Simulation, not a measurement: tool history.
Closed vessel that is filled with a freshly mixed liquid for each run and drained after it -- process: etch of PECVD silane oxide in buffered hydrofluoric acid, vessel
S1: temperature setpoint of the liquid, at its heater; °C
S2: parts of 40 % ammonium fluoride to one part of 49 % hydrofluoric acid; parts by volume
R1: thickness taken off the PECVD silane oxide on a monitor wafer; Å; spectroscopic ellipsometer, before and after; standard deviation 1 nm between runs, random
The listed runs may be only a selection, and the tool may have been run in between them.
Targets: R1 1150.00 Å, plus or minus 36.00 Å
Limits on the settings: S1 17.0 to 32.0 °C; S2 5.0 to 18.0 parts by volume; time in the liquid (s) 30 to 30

{"run": 1, "hour": 0.0, "S1": 24.0, "S2": 11.0, "time in the liquid (s)": 30, "R1": 488.94}
{"run": 2, "hour": 8.4, "S1": 25.0, "S2": 10.0, "time in the liquid (s)": 30, "R1": 560.15}
{"run": 3, "hour": 9.4, "S1": 26.0, "S2": 9.5, "time in the liquid (s)": 30, "R1": 628.43}
{"run": 4, "hour": 11.0, "S1": 23.5, "S2": 9.5, "time in the liquid (s)": 30, "R1": 543.1}
{"run": 5, "hour": 19.6, "S1": 25.0, "S2": 9.5, "time in the liquid (s)": 30, "R1": 589.94}
{"run": 6, "hour": 25.2, "S1": 26.0, "S2": 9.0, "time in the liquid (s)": 30, "R1": 654.61}
{"run": 7, "hour": 27.1, "S1": 27.0, "S2": 8.5, "time in the liquid (s)": 30, "R1": 714.76}
{"run": 8, "hour": 33.4, "S1": 27.5, "S2": 8.0, "time in the liquid (s)": 30, "R1": 775.06}
{"run": 9, "hour": 37.0, "S1": 27.5, "S2": 8.0, "time in the liquid (s)": 30, "R1": 784.93}
{"run": 10, "hour": 38.8, "S1": 28.0, "S2": 8.0, "time in the liquid (s)": 30, "R1": 810.97}
{"run": 11, "hour": 40.3, "S1": 28.5, "S2": 8.0, "time in the liquid (s)": 30, "R1": 843.42}
{"run": 12, "hour": 44.5, "S1": 29.0, "S2": 8.0, "time in the liquid (s)": 30, "R1": 859.54}
{"run": 13, "hour": 48.4, "S1": 29.5, "S2": 8.0, "time in the liquid (s)": 30, "R1": 877.24}
{"run": 14, "hour": 53.3, "S1": 30.0, "S2": 8.0, "time in the liquid (s)": 30, "R1": 903.11}
{"run": 15, "hour": 59.6, "S1": 30.5, "S2": 8.0, "time in the liquid (s)": 30, "R1": 934.17}

Of the 5 settings listed for the next run, only one would bring every result within its allowed miss of target. Which one?
{"run": "A", "hour": 65.9, "S1": 28.0, "S2": 7.5, "time in the liquid (s)": 30, "R1": "?"}
{"run": "B", "hour": 65.9, "S1": 26.0, "S2": 8.5, "time in the liquid (s)": 30, "R1": "?"}
{"run": "C", "hour": 65.9, "S1": 28.0, "S2": 5.5, "time in the liquid (s)": 30, "R1": "?"}
{"run": "D", "hour": 65.9, "S1": 28.0, "S2": 8.0, "time in the liquid (s)": 30, "R1": "?"}
{"run": "E", "hour": 65.9, "S1": 32.0, "S2": 7.5, "time in the liquid (s)": 30, "R1": "?"}

move=A R1=870.34
move=B R1=683.11
move=C R1=1153.20
move=D R1=811.72
move=E R1=1073.20
A: further off than the last run
B: further off than the last run
C: all results land within tolerance of their targets
D: further off than the last run
E: an improvement on the last run, though not all results are within tolerance
Move C is the one to make.
